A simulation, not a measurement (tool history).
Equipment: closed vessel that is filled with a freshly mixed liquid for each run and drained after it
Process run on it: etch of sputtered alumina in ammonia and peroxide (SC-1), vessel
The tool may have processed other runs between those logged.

run	hour	temperature setpoint of the liquid (K)	parts of 29 % ammonia solution to one part of 30 % peroxide (parts by volume)	time in the liquid (s)	thickness taken off the sputtered alumina on a monitor wafer (Å)
1	0	319.15	0.95	475	300.7
2	5.7	324.65	0.95	475	406.08
3	14.7	331.65	0.95	475	593.53
4	19.2	327.15	0.95	475	465.01
5	22.6	323.65	0.95	475	388.61
6	26.5	321.15	0.95	475	336.55
7	34.3	319.15	0.95	475	300.51
8	37.2	317.65	0.95	475	276.87
9	43.3	316.15	0.95	475	252.24
10	45.3	315.15	0.95	475	239.43
11	53.5	314.65	0.95	475	231.8

What does the tool deliver on the next run?
12	61.7	314.15	0.95	475	?

{"run 12": {"thickness taken off the sputtered alumina on a monitor wafer (Å)": 225.22}}
